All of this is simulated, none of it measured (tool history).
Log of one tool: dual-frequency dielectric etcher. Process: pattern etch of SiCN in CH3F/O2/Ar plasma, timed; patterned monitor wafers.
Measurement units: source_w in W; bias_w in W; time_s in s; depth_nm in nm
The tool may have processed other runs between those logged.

| run | hour | source_w | bias_w | time_s | depth_nm |
|---|---|---|---|---|---|
| 1 | 0 | 500 | 88 | 65 | 28.749 |
| 2 | 1.3 | 530 | 90 | 65 | 29.844 |
| 3 | 8.7 | 550 | 91 | 65 | 30.038 |
| 4 | 16.9 | 550 | 91 | 59 | 27.177 |
| 5 | 25 | 560 | 100 | 60 | 28.446 |
| 6 | 30.2 | 610 | 100 | 60 | 29.701 |

Run 7, settings as shown, results not yet in. Your forecast:
| 7 | 35.7 | 610 | 100 | 60 | ? |

depth_nm: 29.6 nm
